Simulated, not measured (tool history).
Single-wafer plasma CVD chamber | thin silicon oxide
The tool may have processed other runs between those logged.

run  hour  heater temperature setpoint (deg C)  chamber pressure (Torr)  RF power (kW)  deposition time (s)  mean film thickness on the monitor wafer (angstrom)
  1     0                                  405                    0.766           0.32                  4.7                                               86.753
  2   2.2                                  405                    0.726           0.32                  4.7                                               82.453
  3     5                                  405                    0.693           0.32                  4.7                                               78.102
  4    13                                  405                    0.671           0.32                  4.7                                               76.054
       15  -- capacitance manometer re-zeroed and calibrated
  5    15                                  405                    0.652           0.32                  4.7                                               78.397
  6  19.9                                  405                    0.615          0.315                  4.7                                               72.955
  7  24.1                                  405                    0.615          0.315                  4.7                                               73.018
  8  24.8                                  405                    0.598          0.315                  4.7                                               70.962
  9  27.6                                  405                    0.587          0.315                  4.7                                               69.447

Run 10 is up next; what results do you expect?
 10    31                                  405                     0.58          0.315                  4.7                                                    ?

{"run 10": {"mean film thickness on the monitor wafer (angstrom)": 68.803}}
